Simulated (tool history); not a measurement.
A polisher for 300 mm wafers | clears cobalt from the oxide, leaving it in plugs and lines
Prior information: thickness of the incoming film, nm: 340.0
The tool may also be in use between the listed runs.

| run | day | flow of slurry (ml/min) | pressure of the wafer on the pad (kPa) | speed of the pad under the wafer (m/s) | overpolish time after the end point (s) | time until the end point was called (s) | dishing of a wide line in a test structure (angstrom) |
|---|---|---|---|---|---|---|---|
| 1 | 0.000 | 230 | 11.7 | 1.06 | 9 | 64.792 | 307.64 |
| 2 | 0.033 | 230 | 11.7 | 1.22 | 9 | 58.141 | 323.57 |
| 3 | 0.358 | 230 | 11.7 | 1.34 | 9 | 56.171 | 329.62 |
| 4 | 0.558 | 230 | 10.3 | 1.32 | 9 | 64.459 | 320.67 |
| 5 | 0.896 | 230 | 9.7 | 1.30 | 8 | 70.946 | 287.86 |
| 6 | 1.221 | 280 | 9.7 | 1.30 | 8 | 67.700 | 275.24 |
| 7 | 1.471 | 280 | 9.0 | 1.28 | 8 | 74.616 | 259.60 |
| 8 | 1.762 | 280 | 9.0 | 1.28 | 8 | 71.634 | 254.25 |
| 9 | 2.129 | 275 | 8.3 | 1.28 | 8 | 81.519 | 243.71 |

Run 10 has not been measured yet. What should we expect?
| 10 | 2.329 | 270 | 7.6 | 1.26 | 8 | ? | ? |

time until the end point was called (s): 89.110
dishing of a wide line in a test structure (angstrom): 239.40

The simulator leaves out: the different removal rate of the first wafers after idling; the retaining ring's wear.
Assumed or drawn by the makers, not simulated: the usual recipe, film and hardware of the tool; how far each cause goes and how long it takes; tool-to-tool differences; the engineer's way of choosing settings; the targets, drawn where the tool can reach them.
